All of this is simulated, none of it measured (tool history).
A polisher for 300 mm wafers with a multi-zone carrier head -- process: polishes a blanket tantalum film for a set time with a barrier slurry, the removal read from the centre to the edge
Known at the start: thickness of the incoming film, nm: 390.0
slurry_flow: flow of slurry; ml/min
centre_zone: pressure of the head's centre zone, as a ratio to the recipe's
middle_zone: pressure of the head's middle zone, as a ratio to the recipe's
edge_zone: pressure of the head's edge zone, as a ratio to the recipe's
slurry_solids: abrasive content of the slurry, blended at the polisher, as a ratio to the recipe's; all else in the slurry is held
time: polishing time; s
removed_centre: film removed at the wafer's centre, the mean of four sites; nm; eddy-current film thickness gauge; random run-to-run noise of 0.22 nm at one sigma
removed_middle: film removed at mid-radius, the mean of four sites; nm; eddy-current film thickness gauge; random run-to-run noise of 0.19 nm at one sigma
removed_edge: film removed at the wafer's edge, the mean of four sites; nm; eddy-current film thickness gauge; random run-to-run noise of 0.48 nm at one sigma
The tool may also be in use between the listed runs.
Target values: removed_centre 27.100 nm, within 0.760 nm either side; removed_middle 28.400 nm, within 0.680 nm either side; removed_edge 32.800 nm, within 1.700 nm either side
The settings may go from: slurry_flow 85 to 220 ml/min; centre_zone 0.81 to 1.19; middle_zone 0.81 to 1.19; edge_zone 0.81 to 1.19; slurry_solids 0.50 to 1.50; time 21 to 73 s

run,day,slurry_flow,centre_zone,middle_zone,edge_zone,slurry_solids,time,removed_centre,removed_middle,removed_edge
1,0.000,140,1.00,1.00,1.00,1.00,47,50.017,49.886,53.578
2,0.142,140,1.00,1.07,1.00,1.00,47,50.654,52.569,51.801
3,0.471,125,1.00,1.07,1.00,1.00,47,48.856,51.249,50.591
4,0.838,115,0.97,1.02,0.98,0.85,43,39.711,41.731,43.197
5,1.054,110,0.95,0.98,0.95,0.75,42,35.639,37.018,40.503
6,1.179,110,0.95,0.95,0.95,0.75,42,35.751,35.959,39.027
# day 1.500: slurry nozzle cleaned
7,1.500,105,0.91,0.92,0.93,0.70,42,35.931,36.028,39.520
8,1.625,100,0.93,0.94,0.96,0.65,41,34.402,34.329,37.978
9,1.712,95,0.90,0.92,0.95,0.60,40,30.391,31.882,34.694
10,1.892,90,0.88,0.90,0.97,0.55,40,27.596,29.580,33.099
11,1.921,90,0.88,0.89,0.97,0.55,40,28.341,28.888,33.674

Below are 5 possible settings for the next run. Only one of them brings all results inside the allowed miss of their targets. Which is it?
A,1.950,95,0.95,0.89,0.97,0.55,39,?,?,?
B,1.950,90,0.87,0.88,0.95,0.60,38,?,?,?
C,1.950,95,0.87,0.85,1.02,0.75,36,?,?,?
D,1.950,95,0.91,0.91,0.84,0.50,41,?,?,?
E,1.950,105,0.96,0.91,1.03,0.65,34,?,?,?

move,removed_centre,removed_middle,removed_edge
A,29.277,28.614,32.792
B,26.873,28.468,32.752
C,28.572,29.354,35.805
D,27.996,29.093,30.617
E,28.808,28.271,32.477
A: its largest miss is bigger than the last run's
B: all results in spec
C: its largest miss is bigger than the last run's
D: better than the last run, though not everything is in spec
E: its largest miss is bigger than the last run's
The right move is B.
